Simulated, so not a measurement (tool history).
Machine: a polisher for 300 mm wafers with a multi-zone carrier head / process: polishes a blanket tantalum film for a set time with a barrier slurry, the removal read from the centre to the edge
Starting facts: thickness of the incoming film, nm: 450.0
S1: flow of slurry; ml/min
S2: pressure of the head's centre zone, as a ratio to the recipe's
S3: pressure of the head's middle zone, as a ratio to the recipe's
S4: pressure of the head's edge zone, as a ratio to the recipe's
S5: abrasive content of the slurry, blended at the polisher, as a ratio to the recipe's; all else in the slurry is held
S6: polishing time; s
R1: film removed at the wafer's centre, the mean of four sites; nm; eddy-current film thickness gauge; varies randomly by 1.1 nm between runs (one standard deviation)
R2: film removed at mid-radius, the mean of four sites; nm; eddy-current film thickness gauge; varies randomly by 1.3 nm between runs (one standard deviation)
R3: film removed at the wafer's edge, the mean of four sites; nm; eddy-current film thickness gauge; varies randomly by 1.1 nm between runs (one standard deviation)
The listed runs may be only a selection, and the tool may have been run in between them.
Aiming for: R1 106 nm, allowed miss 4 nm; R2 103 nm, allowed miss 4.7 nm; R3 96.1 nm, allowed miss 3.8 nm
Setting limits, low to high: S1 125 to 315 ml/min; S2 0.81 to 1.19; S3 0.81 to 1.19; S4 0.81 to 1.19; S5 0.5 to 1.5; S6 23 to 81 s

run,hour,S1,S2,S3,S4,S5,S6,R1,R2,R3
1,0,205,1,1,1,1,52,84.544,85.44,85.68
2,6,205,1,1,1.05,1,52,84.142,87.264,85.848
3,13.8,210,1.01,1.01,1.05,1.05,52,85.913,86.389,88.477
4,14.9,210,1.02,1.03,1.04,1.05,53,89.439,91.767,89.626
5,23.6,210,1.02,1.03,1.04,1.05,42,71.64,71.664,71.011
6,26.4,215,1.03,1.04,1.04,1.1,43,74.051,76.797,74.303
7,33.2,220,1.05,1.04,1.04,1.15,44,77.833,79.287,78.239
8,37.2,220,1.07,1.05,1.03,1.15,45,81.228,81.162,80.206
9,42.5,260,1.17,1.15,1.08,1.4,47,101.56,101.21,90.595
10,50.9,260,1.17,1.15,1.08,1.4,47,103.55,97.148,89.834
11,54.2,260,1.17,1.15,1.09,1.4,47,102.33,97.933,89.838

5 candidate next runs follow, results not yet known. Just one meets every target within its allowed miss. Identify it.
A,57.5,275,1.17,0.93,1.19,1.5,51,?,?,?
B,57.5,220,1.1,0.95,1.19,1.3,54,?,?,?
C,57.5,255,1.15,1.15,1.09,1.5,49,?,?,?
D,57.5,290,1.19,0.99,1.17,1.4,51,?,?,?
E,57.5,235,1.19,0.97,1.19,1.45,52,?,?,?

move,R1,R2,R3
A,114.2,90.634,103.99
B,106.46,91.816,104.12
C,106.98,103.4,94.599
D,115.06,94.509,101.77
E,115.15,93.216,103.67
A: the result that was furthest off in the last run now lies on the other side of its target
B: the result that was furthest off in the last run now lies on the other side of its target
C: every result within its allowed miss
D: the result that was furthest off in the last run now lies on the other side of its target
E: the result that was furthest off in the last run now lies on the other side of its target
So the answer is move C, the one that meets all the targets.

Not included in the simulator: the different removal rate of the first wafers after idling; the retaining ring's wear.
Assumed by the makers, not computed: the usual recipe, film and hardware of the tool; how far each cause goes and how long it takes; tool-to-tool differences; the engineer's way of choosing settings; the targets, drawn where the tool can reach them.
